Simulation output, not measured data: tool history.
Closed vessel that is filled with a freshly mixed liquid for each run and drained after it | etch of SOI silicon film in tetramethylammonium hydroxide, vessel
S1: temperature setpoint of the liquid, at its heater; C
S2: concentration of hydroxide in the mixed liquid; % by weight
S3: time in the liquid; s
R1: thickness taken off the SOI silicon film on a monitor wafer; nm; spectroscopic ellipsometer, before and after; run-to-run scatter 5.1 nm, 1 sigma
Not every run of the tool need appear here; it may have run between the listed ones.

| run | hour | S1 | S2 | S3 | R1 |
|---|---|---|---|---|---|
| 1 | 0.0 | 69.0 | 16.5 | 85 | 491.91 |
| 2 | 6.3 | 64.5 | 16.5 | 85 | 379.29 |
| 3 | 9.6 | 67.0 | 16.5 | 85 | 436.55 |
| 4 | 16.5 | 69.0 | 16.5 | 85 | 494.34 |
| 5 | 17.8 | 66.0 | 16.5 | 85 | 415.11 |
| 6 | 19.3 | 71.5 | 16.5 | 85 | 569.76 |
| 7 | 26.7 | 72.5 | 16.5 | 85 | 604.34 |

The next listed run, before its measurement:
| 8 | 30.2 | 73.5 | 16.5 | 85 | ? |

Run 8 came out at R1 641.87 nm.
